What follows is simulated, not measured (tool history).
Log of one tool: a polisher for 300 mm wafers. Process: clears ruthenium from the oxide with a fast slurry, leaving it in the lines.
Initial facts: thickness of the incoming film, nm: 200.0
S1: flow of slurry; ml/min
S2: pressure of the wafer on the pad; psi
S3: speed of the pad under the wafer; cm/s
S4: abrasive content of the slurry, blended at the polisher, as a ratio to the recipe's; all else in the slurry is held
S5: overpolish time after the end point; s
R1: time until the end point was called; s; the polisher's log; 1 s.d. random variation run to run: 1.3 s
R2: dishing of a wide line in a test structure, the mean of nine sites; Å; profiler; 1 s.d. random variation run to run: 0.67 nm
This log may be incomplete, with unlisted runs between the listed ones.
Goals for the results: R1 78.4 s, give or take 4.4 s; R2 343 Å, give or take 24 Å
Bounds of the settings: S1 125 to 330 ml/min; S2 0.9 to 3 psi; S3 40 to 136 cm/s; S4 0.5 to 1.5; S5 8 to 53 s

run 1 day=0 | S1=210 S2=1.9 S3=88 S4=1 S5=27 | R1=100.11 R2=426.1
run 2 day=0.283 | S1=210 S2=1.9 S3=70 S4=1 S5=27 | R1=120.27 R2=368.38
run 3 day=0.379 | S1=210 S2=1.9 S3=80 S4=1 S5=27 | R1=110.47 R2=408
run 4 day=0.604 | S1=210 S2=1.9 S3=80 S4=0.8 S5=27 | R1=121.88 R2=383.14
run 5 day=0.904 | S1=210 S2=2.1 S3=80 S4=0.85 S5=23 | R1=105.32 R2=363.97
run 6 day=1.196 | S1=210 S2=2.1 S3=80 S4=0.85 S5=17 | R1=105.81 R2=285.58
run 7 day=1.233 | S1=210 S2=2.2 S3=80 S4=0.85 S5=17 | R1=101.86 R2=296.14
run 8 day=1.388 | S1=210 S2=2.3 S3=80 S4=0.85 S5=17 | R1=95.583 R2=305.71
run 9 day=1.412 | S1=210 S2=2.4 S3=80 S4=0.85 S5=17 | R1=91.711 R2=310.93

Exactly one of the 4 candidate moves below puts every result within its allowed miss. Which one?
run A day=1.438 | S1=200 S2=2.1 S3=90 S4=1 S5=18 | R1=? R2=?
run B day=1.438 | S1=215 S2=2.1 S3=84 S4=0.95 S5=19 | R1=? R2=?
run C day=1.438 | S1=210 S2=2.5 S3=88 S4=0.9 S5=16 | R1=? R2=?
run D day=1.438 | S1=170 S2=2.3 S3=64 S4=0.85 S5=23 | R1=? R2=?

move=A R1=89.424 R2=340.49
move=B R1=96.876 R2=333.15
move=C R1=80.14 R2=338.16
move=D R1=124.25 R2=317.26
A: closes in on the targets versus the last run, not all within tolerance yet
B: its largest miss is bigger than the last run's
C: hits every target within its allowed miss
D: its largest miss is bigger than the last run's
So the answer is move C, the one that meets all the targets.
